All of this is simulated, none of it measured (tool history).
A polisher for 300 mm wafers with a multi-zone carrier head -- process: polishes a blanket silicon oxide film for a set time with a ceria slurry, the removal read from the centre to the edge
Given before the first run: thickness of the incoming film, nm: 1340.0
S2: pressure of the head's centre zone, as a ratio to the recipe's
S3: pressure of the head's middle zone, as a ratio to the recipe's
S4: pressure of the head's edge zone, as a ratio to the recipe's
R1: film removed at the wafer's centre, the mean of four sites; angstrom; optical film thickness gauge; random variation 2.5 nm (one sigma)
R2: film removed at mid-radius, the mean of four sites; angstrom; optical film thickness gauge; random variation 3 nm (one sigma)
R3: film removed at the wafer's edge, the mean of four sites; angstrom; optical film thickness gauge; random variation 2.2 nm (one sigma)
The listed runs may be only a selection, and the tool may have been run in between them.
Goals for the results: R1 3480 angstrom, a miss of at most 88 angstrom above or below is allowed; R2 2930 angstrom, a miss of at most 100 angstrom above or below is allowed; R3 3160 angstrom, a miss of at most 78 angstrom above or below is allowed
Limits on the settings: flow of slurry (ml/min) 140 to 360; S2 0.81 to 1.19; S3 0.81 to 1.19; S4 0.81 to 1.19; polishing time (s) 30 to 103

Run 1, hour 0: flow of slurry (ml/min) 230, S2 1, S3 1, S4 1, polishing time (s) 66. Result: R1 3003.5 angstrom, R2 2971.8 angstrom, R3 3014.5 angstrom.
Run 2, hour 5.6: flow of slurry (ml/min) 230, S2 1, S3 1, S4 1, polishing time (s) 74. Result: R1 3342.5 angstrom, R2 3354.6 angstrom, R3 3338.8 angstrom.
Run 3, hour 6.8: flow of slurry (ml/min) 225, S2 1.01, S3 0.97, S4 0.99, polishing time (s) 74. Result: R1 3335.2 angstrom, R2 3319 angstrom, R3 3303.9 angstrom.
Run 4, hour 10.4: flow of slurry (ml/min) 225, S2 1.05, S3 0.97, S4 0.99, polishing time (s) 74. Result: R1 3515.7 angstrom, R2 3290.4 angstrom, R3 3329 angstrom.
Run 5, hour 15.4: flow of slurry (ml/min) 225, S2 1.05, S3 0.97, S4 0.99, polishing time (s) 88. Result: R1 4159.7 angstrom, R2 3951.6 angstrom, R3 3965.8 angstrom.
Run 6, hour 21.7: flow of slurry (ml/min) 220, S2 1.06, S3 0.94, S4 0.98, polishing time (s) 85. Result: R1 4038.6 angstrom, R2 3686.2 angstrom, R3 3860.9 angstrom.
Run 7, hour 24.1: flow of slurry (ml/min) 220, S2 1.06, S3 0.93, S4 0.96, polishing time (s) 82. Result: R1 3902.6 angstrom, R2 3548.2 angstrom, R3 3637.3 angstrom.
Run 8, hour 30.2: flow of slurry (ml/min) 215, S2 1.06, S3 0.91, S4 0.95, polishing time (s) 80. Result: R1 3770.5 angstrom, R2 3425.3 angstrom, R3 3508.6 angstrom.
Run 9, hour 30.9: flow of slurry (ml/min) 215, S2 1.06, S3 0.91, S4 0.95, polishing time (s) 80. Result: R1 3837.2 angstrom, R2 3324.5 angstrom, R3 3522.5 angstrom.
Run 10, hour 38.3: flow of slurry (ml/min) 215, S2 1.06, S3 0.91, S4 0.95, polishing time (s) 80. Result: R1 3829.1 angstrom, R2 3418.2 angstrom, R3 3518.9 angstrom.
Run 11, hour 47.2: flow of slurry (ml/min) 215, S2 1.06, S3 0.91, S4 0.95, polishing time (s) 80. Result: R1 3782.8 angstrom, R2 3455.9 angstrom, R3 3523.1 angstrom.
Run 12, hour 49.2: flow of slurry (ml/min) 215, S2 1.06, S3 0.91, S4 0.95, polishing time (s) 80. Result: R1 3764.2 angstrom, R2 3365.2 angstrom, R3 3575.4 angstrom.
Run 13, hour 50.4: flow of slurry (ml/min) 210, S2 1.07, S3 0.9, S4 0.93, polishing time (s) 78. Result: R1 3747.2 angstrom, R2 3269.8 angstrom, R3 3358.3 angstrom.
Run 14, hour 59.2: flow of slurry (ml/min) 200, S2 1.06, S3 0.88, S4 0.92, polishing time (s) 78. Result: R1 3705.4 angstrom, R2 3167.6 angstrom, R3 3337.6 angstrom.
Run 15, hour 62.7: flow of slurry (ml/min) 190, S2 1.05, S3 0.87, S4 0.91, polishing time (s) 78. Result: R1 3564.9 angstrom, R2 3134.5 angstrom, R3 3345.7 angstrom.
Run 16, hour 65.5: flow of slurry (ml/min) 185, S2 1.05, S3 0.86, S4 0.9, polishing time (s) 78. Result: R1 3609.6 angstrom, R2 3083 angstrom, R3 3319.3 angstrom.
Run 17, hour 67.9: flow of slurry (ml/min) 180, S2 1.05, S3 0.86, S4 0.89, polishing time (s) 78. Result: R1 3525.1 angstrom, R2 3069.7 angstrom, R3 3271.7 angstrom.
Run 18, hour 75.3: flow of slurry (ml/min) 175, S2 1.05, S3 0.85, S4 0.88, polishing time (s) 78. Result: R1 3525.8 angstrom, R2 3047.6 angstrom, R3 3202.5 angstrom.

Consider the 4 candidate settings below. Which is the only one whose results all fall within their allowed miss of target?
Run A, hour 82.7: flow of slurry (ml/min) 185, S2 1.04, S3 0.89, S4 0.87, polishing time (s) 79. Result: R1 ?, R2 ?, R3 ?.
Run B, hour 82.7: flow of slurry (ml/min) 170, S2 1.06, S3 0.84, S4 0.84, polishing time (s) 83. Result: R1 ?, R2 ?, R3 ?.
Run C, hour 82.7: flow of slurry (ml/min) 140, S2 1.01, S3 0.93, S4 0.88, polishing time (s) 79. Result: R1 ?, R2 ?, R3 ?.
Run D, hour 82.7: flow of slurry (ml/min) 140, S2 1.09, S3 0.87, S4 0.9, polishing time (s) 78. Result: R1 ?, R2 ?, R3 ?.

move      R1      R2      R3
   A  3606.5  3245.6  3287.4
   B  3792.8  3225.9  3362.7
   C  3274.6  3153.5  3164.9
   D  3489.9  2971.9  3159.2
A: misses by more than the last run did
B: misses by more than the last run did
C: misses by more than the last run did
D: every result lands within tolerance
D is the move that brings every result within its allowed miss.
